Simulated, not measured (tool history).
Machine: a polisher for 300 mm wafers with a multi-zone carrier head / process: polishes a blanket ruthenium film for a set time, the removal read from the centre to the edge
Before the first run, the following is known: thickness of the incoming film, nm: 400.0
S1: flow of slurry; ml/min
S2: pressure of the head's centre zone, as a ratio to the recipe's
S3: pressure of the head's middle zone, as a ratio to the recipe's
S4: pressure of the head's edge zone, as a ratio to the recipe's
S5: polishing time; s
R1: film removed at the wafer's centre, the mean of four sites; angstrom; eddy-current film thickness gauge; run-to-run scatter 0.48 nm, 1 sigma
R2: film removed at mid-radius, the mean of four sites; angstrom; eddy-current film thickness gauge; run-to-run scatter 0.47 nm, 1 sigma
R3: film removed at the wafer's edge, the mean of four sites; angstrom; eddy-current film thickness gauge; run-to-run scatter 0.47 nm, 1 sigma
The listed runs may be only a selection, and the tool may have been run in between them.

run	hour	S1	S2	S3	S4	S5	R1	R2	R3
1	0.0	170	1.00	1.00	1.00	60	674.96	697.78	671.56
2	4.0	170	1.00	1.00	1.00	54	591.45	628.63	630.08
3	10.9	170	1.07	1.00	1.00	54	632.57	628.12	621.54
4	14.7	165	1.05	1.01	0.98	51	601.21	584.71	571.30
5	16.7	165	1.05	1.01	0.98	58	683.39	658.56	664.01
6	25.1	165	1.03	1.01	0.98	54	630.22	619.44	622.62
7	26.4	175	1.04	1.00	1.01	50	590.95	572.94	578.75
8	32.5	170	1.01	1.02	1.00	47	539.54	544.36	537.20
9	41.4	170	0.98	1.04	1.01	45	501.53	542.92	532.60
10	44.7	170	0.96	1.05	1.00	43	467.38	517.01	497.32

The next listed run, before its measurement:
11	51.8	170	0.94	1.05	0.99	42	?	?	?

{"run 11": {"R1": 439.86, "R2": 499.85, "R3": 488.46}}
